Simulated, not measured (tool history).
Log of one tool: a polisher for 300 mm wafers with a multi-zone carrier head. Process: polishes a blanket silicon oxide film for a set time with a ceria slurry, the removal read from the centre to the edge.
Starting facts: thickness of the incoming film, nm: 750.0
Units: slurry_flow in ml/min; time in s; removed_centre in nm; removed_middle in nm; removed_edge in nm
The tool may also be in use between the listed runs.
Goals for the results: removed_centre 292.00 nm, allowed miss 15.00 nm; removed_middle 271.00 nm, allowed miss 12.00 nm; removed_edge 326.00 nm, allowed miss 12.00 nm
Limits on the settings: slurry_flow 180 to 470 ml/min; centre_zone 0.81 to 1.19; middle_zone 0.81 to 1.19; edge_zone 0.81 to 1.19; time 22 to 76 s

run  hour  slurry_flow  centre_zone  middle_zone  edge_zone  time  removed_centre  removed_middle  removed_edge
  1   0.0          300         1.00         1.00       1.00    49          219.30          216.20        211.82
  2   4.7          345         1.00         1.00       1.00    49          216.90          217.24        213.51
  3   6.3          345         1.08         1.00       1.00    49          235.50          216.66        213.23
  4  11.8          345         1.08         0.94       1.00    49          236.99          206.90        211.49
  5  18.0          350         1.05         0.92       1.05    53          256.05          216.24        230.16
  6  23.3          350         0.99         0.92       1.05    53          234.30          221.39        231.87
  7  26.3          345         0.97         0.89       1.08    57          244.83          228.13        262.92
  8  28.4          345         0.97         0.89       1.09    59          255.52          241.04        269.13
  9  31.9          340         0.96         0.88       1.10    61          266.05          241.18        275.76
 10  40.6          345         0.95         0.88       1.12    63          273.98          246.80        287.03
 11  42.5          345         0.94         0.87       1.12    65          269.31          254.31        295.45

Of the 4 settings listed for the next run, only one would bring every result within its allowed miss of target. Which one?
  A  44.4          345         1.06         0.99       1.09    63               ?               ?             ?
  B  44.4          325         0.93         0.88       1.19    70               ?               ?             ?
  C  44.4          410         1.05         1.03       1.04    60               ?               ?             ?
  D  44.4          330         0.84         0.87       1.19    64               ?               ?             ?

move  removed_centre  removed_middle  removed_edge
   A          293.22          278.95        286.94
   B          283.83          279.73        331.48
   C          280.57          278.24        270.02
   D          234.49          253.79        303.40
A: lands further from the targets than the last run did
B: all results in spec
C: lands further from the targets than the last run did
D: lands further from the targets than the last run did
Correct choice: B, which meets every target
